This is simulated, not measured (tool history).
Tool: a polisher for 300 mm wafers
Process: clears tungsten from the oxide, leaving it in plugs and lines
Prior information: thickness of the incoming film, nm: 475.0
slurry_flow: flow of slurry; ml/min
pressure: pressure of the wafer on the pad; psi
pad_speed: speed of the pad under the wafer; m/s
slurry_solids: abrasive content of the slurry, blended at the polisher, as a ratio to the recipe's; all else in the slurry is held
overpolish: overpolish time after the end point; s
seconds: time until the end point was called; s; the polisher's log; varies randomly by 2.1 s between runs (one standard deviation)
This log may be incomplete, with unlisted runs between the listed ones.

run	day	slurry_flow	pressure	pad_speed	slurry_solids	overpolish	seconds
1	0.000	135	4.7	1.02	1.00	3	74.655
2	0.208	135	5.2	1.02	1.00	3	68.642
3	0.433	135	4.9	1.02	1.00	3	71.209
4	0.667	135	4.7	1.02	1.00	3	75.902
5	0.829	135	4.2	1.02	1.00	3	85.964
6	0.946	135	4.2	1.02	0.85	3	87.404
7	1.150	135	4.1	1.02	0.85	3	92.812

Run 8 has not been measured yet. What should we expect?
# day 1.412: slurry tank refilled with fresh slurry and peroxide
8	1.412	135	4.0	1.02	0.85	3	?

seconds: 80.882 s
